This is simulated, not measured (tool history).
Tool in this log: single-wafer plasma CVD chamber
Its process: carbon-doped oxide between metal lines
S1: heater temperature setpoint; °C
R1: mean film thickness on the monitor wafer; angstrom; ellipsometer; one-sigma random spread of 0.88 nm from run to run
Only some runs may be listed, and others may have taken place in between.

{"run": 1, "hour": 0.0, "S1": 335, "chamber pressure (Torr)": 3.97, "RF power (W)": 670, "deposition time (s)": 25.6, "R1": 1540.1}
{"run": 2, "hour": 1.4, "S1": 335, "chamber pressure (Torr)": 3.97, "RF power (W)": 670, "deposition time (s)": 25.6, "R1": 1541.6}
{"run": 3, "hour": 7.3, "S1": 326, "chamber pressure (Torr)": 3.97, "RF power (W)": 670, "deposition time (s)": 25.6, "R1": 1595.4}
{"run": 4, "hour": 11.5, "S1": 326, "chamber pressure (Torr)": 3.97, "RF power (W)": 610, "deposition time (s)": 25.6, "R1": 1522.8}
{"run": 5, "hour": 20.2, "S1": 324, "chamber pressure (Torr)": 4.1, "RF power (W)": 620, "deposition time (s)": 25.6, "R1": 1551.0}
{"run": 6, "hour": 22.0, "S1": 322, "chamber pressure (Torr)": 4.2, "RF power (W)": 630, "deposition time (s)": 25.6, "R1": 1586.4}
{"run": 7, "hour": 29.1, "S1": 320, "chamber pressure (Torr)": 4.28, "RF power (W)": 635, "deposition time (s)": 25.6, "R1": 1607.0}
{"run": 8, "hour": 33.0, "S1": 319, "chamber pressure (Torr)": 4.34, "RF power (W)": 640, "deposition time (s)": 25.6, "R1": 1609.2}
{"run": 9, "hour": 41.4, "S1": 318, "chamber pressure (Torr)": 4.37, "RF power (W)": 645, "deposition time (s)": 25.6, "R1": 1640.6}
{"run": 10, "hour": 45.4, "S1": 317, "chamber pressure (Torr)": 4.4, "RF power (W)": 645, "deposition time (s)": 25.6, "R1": 1639.3}

Forecast run 11:
{"run": 11, "hour": 50.7, "S1": 316, "chamber pressure (Torr)": 4.43, "RF power (W)": 650, "deposition time (s)": 25.6, "R1": "?"}

{"run 11": {"R1": 1656.4}}
